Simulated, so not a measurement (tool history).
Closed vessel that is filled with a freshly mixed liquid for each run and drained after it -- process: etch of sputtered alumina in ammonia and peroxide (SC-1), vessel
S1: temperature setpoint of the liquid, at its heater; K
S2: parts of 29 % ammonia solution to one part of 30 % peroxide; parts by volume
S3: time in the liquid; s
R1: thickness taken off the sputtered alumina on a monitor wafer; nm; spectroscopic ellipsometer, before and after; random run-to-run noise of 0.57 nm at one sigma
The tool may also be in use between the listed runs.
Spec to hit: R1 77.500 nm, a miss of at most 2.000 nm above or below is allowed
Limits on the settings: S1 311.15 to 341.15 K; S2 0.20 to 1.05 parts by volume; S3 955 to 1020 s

{"run": 1, "hour": 0.0, "S1": 325.15, "S2": 0.55, "S3": 955, "R1": 47.866}
{"run": 2, "hour": 3.2, "S1": 320.65, "S2": 0.55, "S3": 955, "R1": 37.737}
{"run": 3, "hour": 7.0, "S1": 320.65, "S2": 0.55, "S3": 1020, "R1": 40.071}
{"run": 4, "hour": 14.5, "S1": 320.65, "S2": 0.65, "S3": 1020, "R1": 40.547}
{"run": 5, "hour": 20.8, "S1": 327.15, "S2": 0.65, "S3": 1020, "R1": 58.789}
{"run": 6, "hour": 22.6, "S1": 327.15, "S2": 0.55, "S3": 1020, "R1": 57.505}
{"run": 7, "hour": 23.6, "S1": 327.65, "S2": 0.55, "S3": 1020, "R1": 58.9}
{"run": 8, "hour": 25.4, "S1": 328.15, "S2": 0.55, "S3": 1020, "R1": 60.968}

5 candidate next runs follow, results not yet known. Just one meets every target within its allowed miss. Identify it.
{"run": "A", "hour": 27.2, "S1": 331.15, "S2": 0.65, "S3": 965, "R1": "?"}
{"run": "B", "hour": 27.2, "S1": 333.15, "S2": 0.55, "S3": 1010, "R1": "?"}
{"run": "C", "hour": 27.2, "S1": 324.15, "S2": 0.7, "S3": 1020, "R1": "?"}
{"run": "D", "hour": 27.2, "S1": 335.65, "S2": 0.5, "S3": 1020, "R1": "?"}
{"run": "E", "hour": 27.2, "S1": 322.65, "S2": 0.55, "S3": 955, "R1": "?"}

move=A R1=67.933
move=B R1=77.677
move=C R1=49.623
move=D R1=88.393
move=E R1=41.785
A: nearer the targets than the last run, but a result is still out of spec
B: all results in spec
C: misses by more than the last run did
D: carries the result that was furthest off beyond its target, to the other side
E: misses by more than the last run did
B meets every target.

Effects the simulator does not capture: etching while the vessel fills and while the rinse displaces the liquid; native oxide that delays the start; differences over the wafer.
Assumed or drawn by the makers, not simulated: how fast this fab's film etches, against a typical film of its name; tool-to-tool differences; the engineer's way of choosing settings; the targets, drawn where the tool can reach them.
